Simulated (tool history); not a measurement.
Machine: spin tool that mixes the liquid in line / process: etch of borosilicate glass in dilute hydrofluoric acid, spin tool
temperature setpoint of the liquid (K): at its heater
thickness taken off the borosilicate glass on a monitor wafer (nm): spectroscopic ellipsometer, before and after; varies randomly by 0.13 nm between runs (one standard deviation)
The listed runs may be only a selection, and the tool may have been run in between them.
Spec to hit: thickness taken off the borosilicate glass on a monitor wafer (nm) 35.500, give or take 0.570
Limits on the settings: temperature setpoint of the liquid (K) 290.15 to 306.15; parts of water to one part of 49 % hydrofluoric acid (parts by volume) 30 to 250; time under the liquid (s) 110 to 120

| run | hour | temperature setpoint of the liquid (K) | parts of water to one part of 49 % hydrofluoric acid (parts by volume) | time under the liquid (s) | thickness taken off the borosilicate glass on a monitor wafer (nm) |
|---|---|---|---|---|---|
| 1 | 0.0 | 298.15 | 140 | 110 | 24.747 |
| 2 | 5.1 | 300.15 | 140 | 110 | 26.518 |
| 3 | 6.5 | 301.65 | 140 | 110 | 28.001 |
| 4 | 14.3 | 302.65 | 140 | 110 | 29.124 |
| 5 | 22.5 | 302.65 | 190 | 110 | 20.194 |
| 6 | 31.1 | 303.65 | 175 | 110 | 23.175 |
| 7 | 38.9 | 306.15 | 120 | 110 | 39.627 |
| 8 | 42.9 | 302.65 | 120 | 110 | 34.715 |

Next run, 4 choices. One meets every target within its allowed miss, the rest don't. Which?
| A | 46.9 | 301.65 | 115 | 110 | ? |
| B | 46.9 | 302.65 | 125 | 110 | ? |
| C | 46.9 | 302.15 | 130 | 120 | ? |
| D | 46.9 | 299.65 | 120 | 120 | ? |

| move | thickness taken off the borosilicate glass on a monitor wafer (nm) |
|---|---|
| A | 35.304 |
| B | 33.263 |
| C | 34.026 |
| D | 33.997 |
A: every result lands within tolerance
B: further off than the last run
C: further off than the last run
D: further off than the last run
Move A is the one to make.

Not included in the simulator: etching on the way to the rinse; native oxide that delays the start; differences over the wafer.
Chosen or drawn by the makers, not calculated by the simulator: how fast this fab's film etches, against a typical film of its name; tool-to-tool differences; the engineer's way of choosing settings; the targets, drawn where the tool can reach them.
